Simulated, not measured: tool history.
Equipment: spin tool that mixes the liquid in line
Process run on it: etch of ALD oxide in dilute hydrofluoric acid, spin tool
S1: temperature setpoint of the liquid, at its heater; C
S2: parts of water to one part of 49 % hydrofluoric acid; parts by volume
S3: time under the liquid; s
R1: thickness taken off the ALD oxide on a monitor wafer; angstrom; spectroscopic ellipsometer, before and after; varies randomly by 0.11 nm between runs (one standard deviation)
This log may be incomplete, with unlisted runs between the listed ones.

{"run": 1, "hour": 0.0, "S1": 21, "S2": 90, "S3": 25, "R1": 56.639}
{"run": 2, "hour": 3.6, "S1": 21, "S2": 90, "S3": 20, "R1": 44.866}
{"run": 3, "hour": 5.2, "S1": 22.5, "S2": 80, "S3": 20, "R1": 52.964}
{"run": 4, "hour": 13.4, "S1": 25, "S2": 80, "S3": 20, "R1": 61.082}
{"run": 5, "hour": 16.4, "S1": 23.5, "S2": 80, "S3": 20, "R1": 56.358}
{"run": 6, "hour": 17.7, "S1": 24.5, "S2": 65, "S3": 20, "R1": 73.416}
{"run": 7, "hour": 24.1, "S1": 28.5, "S2": 45, "S3": 20, "R1": 130.39}

Estimate the outcome of run 8 from the log above:
{"run": 8, "hour": 24.7, "S1": 28.5, "S2": 45, "S3": 20, "R1": "?"}

{"run 8": {"R1": 127.27}}

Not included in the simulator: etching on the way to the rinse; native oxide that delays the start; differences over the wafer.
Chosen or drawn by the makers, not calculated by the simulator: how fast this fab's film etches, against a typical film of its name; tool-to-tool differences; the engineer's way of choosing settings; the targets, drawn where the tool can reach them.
